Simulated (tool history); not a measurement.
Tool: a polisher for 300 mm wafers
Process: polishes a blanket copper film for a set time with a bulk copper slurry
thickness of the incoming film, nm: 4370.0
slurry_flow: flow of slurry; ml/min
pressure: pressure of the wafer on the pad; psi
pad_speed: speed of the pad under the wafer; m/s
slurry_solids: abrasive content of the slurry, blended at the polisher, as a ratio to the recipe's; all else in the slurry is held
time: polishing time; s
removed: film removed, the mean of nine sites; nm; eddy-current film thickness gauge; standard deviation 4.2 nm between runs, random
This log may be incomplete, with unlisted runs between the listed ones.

| run | hour | slurry_flow | pressure | pad_speed | slurry_solids | time | removed |
|---|---|---|---|---|---|---|---|
| 1 | 0 | 210 | 2.5 | 1.28 | 1 | 55 | 514.9 |
| 2 | 1.8 | 210 | 2.5 | 1.28 | 1.1 | 55 | 519.98 |
| 3 | 3.5 | 240 | 2.5 | 1.28 | 1.1 | 55 | 533.6 |
| 4 | 4.8 | 240 | 2.5 | 1.28 | 1.1 | 58 | 563.17 |
| 5 | 5.5 | 240 | 2.3 | 1.28 | 1.1 | 58 | 513.48 |
| 6 | 12.8 | 240 | 2.3 | 1.28 | 1.1 | 58 | 516.29 |
| 7 | 18.1 | 240 | 2.2 | 1.28 | 1.1 | 58 | 490.51 |
| 8 | 24.3 | 240 | 2.1 | 1.28 | 1.1 | 58 | 471.67 |

For run 9, what comes out?
| 9 | 29.5 | 240 | 2 | 1.28 | 1.1 | 58 | ? |

{"run 9": {"removed": 448.34}}
